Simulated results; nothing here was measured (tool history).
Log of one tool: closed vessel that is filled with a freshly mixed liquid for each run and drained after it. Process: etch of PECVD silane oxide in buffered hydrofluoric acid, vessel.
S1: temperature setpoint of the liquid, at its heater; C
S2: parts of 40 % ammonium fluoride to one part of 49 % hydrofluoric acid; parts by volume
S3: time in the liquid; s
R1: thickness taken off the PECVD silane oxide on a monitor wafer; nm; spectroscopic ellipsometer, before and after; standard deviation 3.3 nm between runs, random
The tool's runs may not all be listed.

run	hour	S1	S2	S3	R1
1	0	20	13.5	105	240.8
2	8.8	22	13	105	279.52
3	11.6	22	13	105	277.21
4	12.7	19	13	105	238.07
5	18.6	21	12.5	105	275.97
6	19.5	21	9.5	105	352.47

Run 7 comes next. What will it give?
7	28.2	21.5	9.5	105	?

{"run 7": {"R1": 358.02}}
